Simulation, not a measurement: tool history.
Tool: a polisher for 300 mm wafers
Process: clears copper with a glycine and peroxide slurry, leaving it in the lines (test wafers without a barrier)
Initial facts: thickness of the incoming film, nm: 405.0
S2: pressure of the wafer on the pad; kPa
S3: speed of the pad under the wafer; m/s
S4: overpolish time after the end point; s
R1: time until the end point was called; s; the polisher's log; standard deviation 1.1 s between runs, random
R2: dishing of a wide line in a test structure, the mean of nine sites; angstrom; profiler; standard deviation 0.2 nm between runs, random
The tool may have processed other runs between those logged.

run 1 hour=0 | flow_of_slurry_(ml/min)=210 S2=15.2 S3=1.16 S4=9 | R1=89.885 R2=280.89
run 2 hour=2.8 | flow_of_slurry_(ml/min)=205 S2=13.8 S3=1.24 S4=7 | R1=94.139 R2=221.68
run 3 hour=4.3 | flow_of_slurry_(ml/min)=205 S2=13.8 S3=1.24 S4=6 | R1=92.05 R2=196.14
run 4 hour=6.2 | flow_of_slurry_(ml/min)=240 S2=14.5 S3=1.16 S4=5 | R1=90.852 R2=159.31
run 5 hour=7.2 | flow_of_slurry_(ml/min)=265 S2=14.5 S3=1.14 S4=4 | R1=92.712 R2=124.55
run 6 hour=9.5 | flow_of_slurry_(ml/min)=275 S2=15.2 S3=1.14 S4=4 | R1=90.356 R2=133.32

Estimate the outcome of run 7 from the log above:
run 7 hour=16.2 | flow_of_slurry_(ml/min)=290 S2=15.9 S3=1.12 S4=4 | R1=? R2=?

{"run 7": {"R1": 90.197, "R2": 136.88}}

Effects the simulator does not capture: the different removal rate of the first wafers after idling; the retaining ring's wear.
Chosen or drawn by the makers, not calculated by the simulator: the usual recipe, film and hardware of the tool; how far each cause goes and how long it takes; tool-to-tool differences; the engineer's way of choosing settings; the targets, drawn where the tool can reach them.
